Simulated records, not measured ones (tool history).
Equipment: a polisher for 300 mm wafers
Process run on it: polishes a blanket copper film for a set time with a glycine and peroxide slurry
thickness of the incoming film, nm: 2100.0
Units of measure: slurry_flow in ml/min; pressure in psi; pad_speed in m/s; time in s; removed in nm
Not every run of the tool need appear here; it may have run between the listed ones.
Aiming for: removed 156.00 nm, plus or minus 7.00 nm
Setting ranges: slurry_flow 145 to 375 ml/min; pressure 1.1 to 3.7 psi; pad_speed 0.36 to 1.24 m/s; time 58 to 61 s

{"run": 1, "hour": 0.0, "slurry_flow": 240, "pressure": 2.4, "pad_speed": 0.8, "time": 58, "removed": 224.99}
{"run": 2, "hour": 6.6, "slurry_flow": 215, "pressure": 2.4, "pad_speed": 0.8, "time": 58, "removed": 223.84}
{"run": 3, "hour": 15.0, "slurry_flow": 215, "pressure": 2.3, "pad_speed": 0.8, "time": 58, "removed": 216.66}
{"run": 4, "hour": 22.6, "slurry_flow": 190, "pressure": 2.3, "pad_speed": 0.8, "time": 58, "removed": 214.49}
{"run": 5, "hour": 26.5, "slurry_flow": 155, "pressure": 2.3, "pad_speed": 0.8, "time": 58, "removed": 209.23}
{"run": 6, "hour": 30.8, "slurry_flow": 155, "pressure": 2.2, "pad_speed": 0.8, "time": 58, "removed": 203.45}
{"run": 7, "hour": 37.1, "slurry_flow": 155, "pressure": 2.1, "pad_speed": 0.8, "time": 58, "removed": 201.28}
{"run": 8, "hour": 38.5, "slurry_flow": 155, "pressure": 2.0, "pad_speed": 0.8, "time": 58, "removed": 195.7}
{"run": 9, "hour": 40.8, "slurry_flow": 155, "pressure": 1.9, "pad_speed": 0.8, "time": 58, "removed": 192.24}
{"run": 10, "hour": 45.2, "slurry_flow": 155, "pressure": 1.8, "pad_speed": 0.8, "time": 58, "removed": 181.33}
{"run": 11, "hour": 47.7, "slurry_flow": 155, "pressure": 1.7, "pad_speed": 0.8, "time": 58, "removed": 180.96}
{"run": 12, "hour": 55.8, "slurry_flow": 155, "pressure": 1.6, "pad_speed": 0.8, "time": 58, "removed": 181.18}
{"run": 13, "hour": 56.9, "slurry_flow": 155, "pressure": 1.5, "pad_speed": 0.8, "time": 58, "removed": 178.51}
{"run": 14, "hour": 60.3, "slurry_flow": 155, "pressure": 1.5, "pad_speed": 0.78, "time": 58, "removed": 172.92}

5 next moves are on the table. One of them brings every result within its allowed miss. Which?
{"run": "A", "hour": 63.7, "slurry_flow": 145, "pressure": 1.3, "pad_speed": 0.58, "time": 60, "removed": "?"}
{"run": "B", "hour": 63.7, "slurry_flow": 200, "pressure": 1.3, "pad_speed": 0.8, "time": 58, "removed": "?"}
{"run": "C", "hour": 63.7, "slurry_flow": 160, "pressure": 1.3, "pad_speed": 0.78, "time": 60, "removed": "?"}
{"run": "D", "hour": 63.7, "slurry_flow": 235, "pressure": 1.4, "pad_speed": 0.66, "time": 58, "removed": "?"}
{"run": "E", "hour": 63.7, "slurry_flow": 190, "pressure": 1.4, "pad_speed": 0.84, "time": 58, "removed": "?"}

move=A removed=135.04
move=B removed=170.37
move=C removed=167.32
move=D removed=156.00
move=E removed=179.37
A: takes the biggest miss from the last run beyond its target
B: closes in on the targets versus the last run, not all within tolerance yet
C: closes in on the targets versus the last run, not all within tolerance yet
D: meets every target
E: lands further from the targets than the last run did
So the answer is move D, the one that meets all the targets.
